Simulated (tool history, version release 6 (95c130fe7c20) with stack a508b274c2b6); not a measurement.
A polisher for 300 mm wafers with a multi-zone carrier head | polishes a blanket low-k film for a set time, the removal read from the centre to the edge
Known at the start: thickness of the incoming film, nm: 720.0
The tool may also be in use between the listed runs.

run	hour	flow of slurry (ml/min)	pressure of the head's centre zone	pressure of the head's middle zone	pressure of the head's edge zone	abrasive content of the slurry	polishing time (s)	film removed at the wafer's centre (Å)	film removed at mid-radius (Å)	film removed at the wafer's edge (Å)
1	0.0	300	1.00	1.00	1.00	1.00	81	242.74	236.96	237.59
2	3.2	300	1.00	0.94	1.00	1.00	81	239.07	224.13	238.87
3	6.9	300	1.00	1.01	1.00	1.00	81	236.90	235.11	235.99
4	11.8	295	0.96	1.01	0.97	0.85	78	201.71	210.00	209.73
5	14.2	295	0.96	1.01	0.94	0.85	78	202.75	214.68	204.23
6	20.4	295	0.96	1.01	0.94	0.85	65	171.68	176.24	173.19
7	27.9	290	0.93	1.00	0.92	0.80	65	159.56	167.68	162.76
8	35.9	250	0.83	1.01	0.91	0.80	65	141.85	170.35	163.54
9	40.4	250	0.83	1.00	0.89	0.80	65	139.45	171.06	164.21
10	41.2	250	0.84	1.00	0.88	0.80	65	142.27	167.77	159.79

The next listed run, before its measurement:
11	48.1	245	0.83	1.00	0.87	0.80	65	?	?	?

film removed at the wafer's centre (Å): 144.35
film removed at mid-radius (Å): 169.05
film removed at the wafer's edge (Å): 162.58
